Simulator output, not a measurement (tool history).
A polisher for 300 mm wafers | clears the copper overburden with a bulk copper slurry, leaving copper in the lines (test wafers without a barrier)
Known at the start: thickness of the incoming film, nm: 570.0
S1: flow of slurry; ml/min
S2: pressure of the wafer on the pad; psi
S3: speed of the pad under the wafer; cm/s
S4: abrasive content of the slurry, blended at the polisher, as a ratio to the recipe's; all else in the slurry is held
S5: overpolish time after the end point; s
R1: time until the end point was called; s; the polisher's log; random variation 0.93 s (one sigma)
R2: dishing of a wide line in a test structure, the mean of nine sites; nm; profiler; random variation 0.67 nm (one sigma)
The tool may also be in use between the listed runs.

run,hour,S1,S2,S3,S4,S5,R1,R2
1,0.0,250,1.8,102,1.0,11,117.250,25.766
2,2.7,250,2.0,104,1.0,11,103.940,28.020
3,10.5,250,2.2,104,1.0,11,95.745,29.630
4,18.4,250,2.4,106,1.0,11,85.825,30.855
5,20.3,250,2.5,106,1.0,11,83.528,30.111
6,28.9,250,2.6,108,1.0,12,79.388,32.941
7,37.0,250,2.6,108,1.0,12,79.154,34.053
8,44.7,250,2.7,110,1.0,12,76.957,33.826

The next listed run, before its measurement:
9,48.5,250,2.7,112,1.0,12,?,?

Run 9 gave R1 75.887 s, R2 33.412 nm.
